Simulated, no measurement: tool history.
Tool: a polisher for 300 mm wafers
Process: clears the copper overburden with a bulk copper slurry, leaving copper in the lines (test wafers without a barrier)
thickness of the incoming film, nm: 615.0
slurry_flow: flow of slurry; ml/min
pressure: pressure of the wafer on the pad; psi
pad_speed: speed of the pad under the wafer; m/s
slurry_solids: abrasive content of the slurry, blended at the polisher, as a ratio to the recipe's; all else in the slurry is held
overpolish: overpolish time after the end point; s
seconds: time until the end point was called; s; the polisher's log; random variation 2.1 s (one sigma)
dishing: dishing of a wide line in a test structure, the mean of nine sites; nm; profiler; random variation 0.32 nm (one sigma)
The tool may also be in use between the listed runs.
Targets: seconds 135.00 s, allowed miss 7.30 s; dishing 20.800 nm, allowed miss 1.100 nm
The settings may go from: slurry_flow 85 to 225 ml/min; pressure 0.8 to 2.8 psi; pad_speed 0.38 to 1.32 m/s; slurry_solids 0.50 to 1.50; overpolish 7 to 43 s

Run 1, hour 0.0: slurry_flow 145 ml/min, pressure 1.8 psi, pad_speed 0.84 m/s, slurry_solids 1.00, overpolish 22 s. Result: seconds 166.35 s, dishing 41.344 nm.
Run 2, hour 4.0: slurry_flow 145 ml/min, pressure 1.8 psi, pad_speed 0.84 m/s, slurry_solids 0.85, overpolish 22 s. Result: seconds 174.91 s, dishing 42.114 nm.
Run 3, hour 12.2: slurry_flow 145 ml/min, pressure 1.8 psi, pad_speed 0.96 m/s, slurry_solids 0.85, overpolish 22 s. Result: seconds 152.66 s, dishing 44.634 nm.
Run 4, hour 16.6: slurry_flow 110 ml/min, pressure 1.8 psi, pad_speed 0.96 m/s, slurry_solids 0.85, overpolish 22 s. Result: seconds 159.68 s, dishing 43.324 nm.
Run 5, hour 17.4: slurry_flow 110 ml/min, pressure 1.8 psi, pad_speed 0.78 m/s, slurry_solids 0.85, overpolish 22 s. Result: seconds 193.23 s, dishing 36.604 nm.
Run 6, hour 24.1: slurry_flow 140 ml/min, pressure 1.8 psi, pad_speed 0.78 m/s, slurry_solids 0.85, overpolish 22 s. Result: seconds 186.40 s, dishing 39.295 nm.
Run 7, hour 31.1: slurry_flow 130 ml/min, pressure 1.8 psi, pad_speed 0.78 m/s, slurry_solids 0.95, overpolish 20 s. Result: seconds 185.09 s, dishing 37.222 nm.
Run 8, hour 33.1: slurry_flow 90 ml/min, pressure 1.3 psi, pad_speed 1.02 m/s, slurry_solids 1.20, overpolish 10 s. Result: seconds 198.60 s, dishing 20.524 nm.
Run 9, hour 36.5: slurry_flow 90 ml/min, pressure 1.3 psi, pad_speed 1.06 m/s, slurry_solids 1.25, overpolish 10 s. Result: seconds 185.94 s, dishing 20.662 nm.
At hour 43.0: worn pad replaced by a new one.
Run 10, hour 43.0: slurry_flow 85 ml/min, pressure 1.3 psi, pad_speed 1.28 m/s, slurry_solids 1.50, overpolish 7 s. Result: seconds 142.79 s, dishing 19.632 nm.

Which of these 4 next moves meets every target?
Run A, hour 49.5: slurry_flow 120 ml/min, pressure 1.3 psi, pad_speed 1.08 m/s, slurry_solids 1.50, overpolish 7 s. Result: seconds ?, dishing ?.
Run B, hour 49.5: slurry_flow 105 ml/min, pressure 1.3 psi, pad_speed 1.28 m/s, slurry_solids 1.50, overpolish 7 s. Result: seconds ?, dishing ?.
Run C, hour 49.5: slurry_flow 85 ml/min, pressure 1.4 psi, pad_speed 1.14 m/s, slurry_solids 1.50, overpolish 7 s. Result: seconds ?, dishing ?.
Run D, hour 49.5: slurry_flow 85 ml/min, pressure 1.2 psi, pad_speed 1.26 m/s, slurry_solids 1.50, overpolish 7 s. Result: seconds ?, dishing ?.

move  seconds  dishing
   A   153.29   18.347
   B   135.06   20.417
   C   150.11   18.723
   D   155.22   18.104
A: further off than the last run
B: meets every target
C: further off than the last run
D: further off than the last run
Answer: B
